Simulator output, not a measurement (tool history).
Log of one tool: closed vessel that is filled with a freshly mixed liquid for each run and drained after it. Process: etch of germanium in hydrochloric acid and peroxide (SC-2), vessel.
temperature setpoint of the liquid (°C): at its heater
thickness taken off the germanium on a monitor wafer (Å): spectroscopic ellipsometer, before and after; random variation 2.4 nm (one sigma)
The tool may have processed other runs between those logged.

run  hour  temperature setpoint of the liquid (°C)  parts of water to one part each of 37 % hydrochloric acid and 30 % peroxide (parts by volume)  time in the liquid (s)  thickness taken off the germanium on a monitor wafer (Å)
  1   0.0                                       58                                                                                            6.5                     100                                                    2252.9
  2   7.0                                       58                                                                                            6.5                     110                                                    2482.6
  3  14.8                                       58                                                                                            7.5                     110                                                    2487.0
  4  21.3                                       58                                                                                            7.5                     110                                                    2424.8
  5  28.8                                       58                                                                                            7.5                     110                                                    2463.4
  6  31.2                                       59                                                                                            7.5                     110                                                    2573.4

What does the tool deliver on the next run?
  7  37.0                                       59                                                                                            7.5                     110                                                         ?

{"run 7": {"thickness taken off the germanium on a monitor wafer (Å)": 2532.9}}

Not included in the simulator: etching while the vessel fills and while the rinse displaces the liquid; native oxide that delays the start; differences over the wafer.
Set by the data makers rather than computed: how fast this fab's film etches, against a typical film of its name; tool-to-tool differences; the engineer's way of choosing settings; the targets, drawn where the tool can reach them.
